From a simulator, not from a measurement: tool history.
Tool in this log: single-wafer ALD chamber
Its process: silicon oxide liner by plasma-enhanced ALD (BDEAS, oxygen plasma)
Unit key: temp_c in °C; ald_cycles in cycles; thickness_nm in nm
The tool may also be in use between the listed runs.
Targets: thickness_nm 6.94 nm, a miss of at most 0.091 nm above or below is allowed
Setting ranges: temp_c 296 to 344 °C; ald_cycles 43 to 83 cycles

run 1 hour=0 | temp_c=320 ald_cycles=63 | thickness_nm=5.614
run 2 hour=3.8 | temp_c=329 ald_cycles=63 | thickness_nm=5.556
run 3 hour=6.6 | temp_c=329 ald_cycles=56 | thickness_nm=4.9232
run 4 hour=14 | temp_c=329 ald_cycles=61 | thickness_nm=5.3595
run 5 hour=19.5 | temp_c=328 ald_cycles=63 | thickness_nm=5.5609
run 6 hour=21.9 | temp_c=328 ald_cycles=54 | thickness_nm=4.7851
run 7 hour=29.5 | temp_c=318 ald_cycles=64 | thickness_nm=5.6906
run 8 hour=38 | temp_c=318 ald_cycles=66 | thickness_nm=5.8997
run 9 hour=41.3 | temp_c=318 ald_cycles=67 | thickness_nm=6.0157
run 10 hour=47.1 | temp_c=318 ald_cycles=68 | thickness_nm=6.0832
run 11 hour=54.4 | temp_c=318 ald_cycles=69 | thickness_nm=6.1822
run 12 hour=61.5 | temp_c=318 ald_cycles=70 | thickness_nm=6.2517
run 13 hour=68.6 | temp_c=317 ald_cycles=71 | thickness_nm=6.3565
run 14 hour=69.9 | temp_c=316 ald_cycles=72 | thickness_nm=6.4503
run 15 hour=71.5 | temp_c=315 ald_cycles=73 | thickness_nm=6.5434
run 16 hour=73.7 | temp_c=315 ald_cycles=74 | thickness_nm=6.6593
run 17 hour=79.7 | temp_c=314 ald_cycles=74 | thickness_nm=6.6848
run 18 hour=87.7 | temp_c=312 ald_cycles=75 | thickness_nm=6.7402

Exactly one of the 5 candidate moves below puts every result within its allowed miss. Which one?
run A hour=95.7 | temp_c=310 ald_cycles=71 | thickness_nm=?
run B hour=95.7 | temp_c=317 ald_cycles=73 | thickness_nm=?
run C hour=95.7 | temp_c=314 ald_cycles=77 | thickness_nm=?
run D hour=95.7 | temp_c=307 ald_cycles=74 | thickness_nm=?
run E hour=95.7 | temp_c=316 ald_cycles=74 | thickness_nm=?

move=A thickness_nm=6.4233
move=B thickness_nm=6.5464
move=C thickness_nm=6.9313
move=D thickness_nm=6.7198
move=E thickness_nm=6.6445
A: misses by more than the last run did
B: misses by more than the last run did
C: meets every target
D: misses by more than the last run did
E: misses by more than the last run did
Move C is the one to make.
